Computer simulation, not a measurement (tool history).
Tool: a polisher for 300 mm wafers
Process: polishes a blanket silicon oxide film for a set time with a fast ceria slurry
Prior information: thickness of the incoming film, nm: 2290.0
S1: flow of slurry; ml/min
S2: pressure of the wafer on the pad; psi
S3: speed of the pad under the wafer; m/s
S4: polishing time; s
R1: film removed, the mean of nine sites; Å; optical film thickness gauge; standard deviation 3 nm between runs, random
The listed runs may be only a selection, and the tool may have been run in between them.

| run | day | S1 | S2 | S3 | S4 | R1 |
|---|---|---|---|---|---|---|
| 1 | 0 | 195 | 2 | 0.98 | 21 | 1923.5 |
| 2 | 0.138 | 195 | 2.1 | 0.98 | 21 | 2052.1 |
| 3 | 0.308 | 195 | 2.2 | 0.98 | 21 | 2141.3 |
| 4 | 0.404 | 195 | 1.8 | 0.98 | 21 | 1765.1 |
| 5 | 0.45 | 195 | 1.8 | 0.76 | 21 | 1498.1 |
| 6 | 0.671 | 195 | 2 | 0.78 | 21 | 1703 |
| 7 | 0.75 | 195 | 2.2 | 0.78 | 21 | 1847.5 |
| 8 | 0.888 | 195 | 2.4 | 0.78 | 21 | 2012.1 |
| 9 | 0.979 | 195 | 2.4 | 0.78 | 21 | 1985.7 |
| 10 | 1.117 | 195 | 2.5 | 0.78 | 21 | 2104.8 |
| 11 | 1.204 | 195 | 2.6 | 0.78 | 21 | 2204.7 |
| 12 | 1.517 | 195 | 2.7 | 0.78 | 21 | 2266.4 |
| 13 | 1.879 | 195 | 2.8 | 0.78 | 21 | 2334.2 |
| 14 | 2.025 | 195 | 2.9 | 0.78 | 21 | 2500.6 |

Predict the results of run 15:
| 15 | 2.167 | 195 | 3 | 0.78 | 21 | ? |

Run 15 gave R1 2479.9 Å.

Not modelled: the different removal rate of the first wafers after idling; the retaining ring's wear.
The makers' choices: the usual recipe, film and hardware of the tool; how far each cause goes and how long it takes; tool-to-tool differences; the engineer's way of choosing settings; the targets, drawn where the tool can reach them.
